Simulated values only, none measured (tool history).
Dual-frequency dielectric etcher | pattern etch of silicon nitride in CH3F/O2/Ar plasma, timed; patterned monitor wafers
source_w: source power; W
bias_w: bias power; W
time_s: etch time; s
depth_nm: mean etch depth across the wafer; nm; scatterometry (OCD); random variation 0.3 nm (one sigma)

| run | hour | source_w | bias_w | time_s | depth_nm |
|---|---|---|---|---|---|
| 1 | 0.0 | 540 | 88 | 76 | 54.512 |
| 2 | 8.8 | 540 | 100 | 76 | 56.234 |
| 3 | 14.8 | 540 | 87 | 76 | 53.993 |
| 4 | 18.2 | 600 | 90 | 76 | 56.892 |
| 5 | 19.4 | 600 | 90 | 79 | 58.659 |
| 6 | 25.4 | 600 | 75 | 79 | 56.697 |
| 7 | 28.4 | 710 | 83 | 79 | 60.739 |

Run 8 comes next. What will it give?
| 8 | 36.5 | 720 | 85 | 79 | ? |

{"run 8": {"depth_nm": 61.159}}

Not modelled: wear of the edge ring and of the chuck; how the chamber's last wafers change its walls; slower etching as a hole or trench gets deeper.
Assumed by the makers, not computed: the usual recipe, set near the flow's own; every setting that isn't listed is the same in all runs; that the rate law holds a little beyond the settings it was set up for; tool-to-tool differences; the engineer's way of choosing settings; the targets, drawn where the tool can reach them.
